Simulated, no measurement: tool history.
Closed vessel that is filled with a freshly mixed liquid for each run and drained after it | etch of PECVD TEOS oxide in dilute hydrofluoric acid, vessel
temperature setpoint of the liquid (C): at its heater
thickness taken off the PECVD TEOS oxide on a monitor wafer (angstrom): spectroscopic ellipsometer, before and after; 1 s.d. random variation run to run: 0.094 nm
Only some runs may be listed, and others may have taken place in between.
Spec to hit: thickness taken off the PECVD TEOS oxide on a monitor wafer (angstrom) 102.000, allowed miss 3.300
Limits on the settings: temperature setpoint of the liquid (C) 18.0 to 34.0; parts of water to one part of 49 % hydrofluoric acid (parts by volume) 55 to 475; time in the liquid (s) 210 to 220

run	hour	temperature setpoint of the liquid (C)	parts of water to one part of 49 % hydrofluoric acid (parts by volume)	time in the liquid (s)	thickness taken off the PECVD TEOS oxide on a monitor wafer (angstrom)
1	0.0	26.0	265	210	127.390
2	6.8	29.0	265	210	143.330
3	11.5	26.0	265	210	127.820
4	18.1	26.0	265	220	135.090
5	19.0	29.0	265	220	148.240
6	24.9	27.5	270	220	139.570
7	26.8	27.5	270	220	136.470
8	33.6	26.5	270	220	135.670
9	38.0	22.5	310	220	96.727

4 next moves are on the table. One of them brings every result within its allowed miss. Which?
A	42.4	20.0	300	220	?
B	42.4	20.0	300	210	?
C	42.4	20.0	280	220	?
D	42.4	21.5	325	220	?

move	thickness taken off the PECVD TEOS oxide on a monitor wafer (angstrom)
A	94.126
B	89.847
C	102.680
D	89.661
A: moves away from the targets compared with the last run
B: moves away from the targets compared with the last run
C: in spec on every target
D: moves away from the targets compared with the last run
Move C is the one to make.
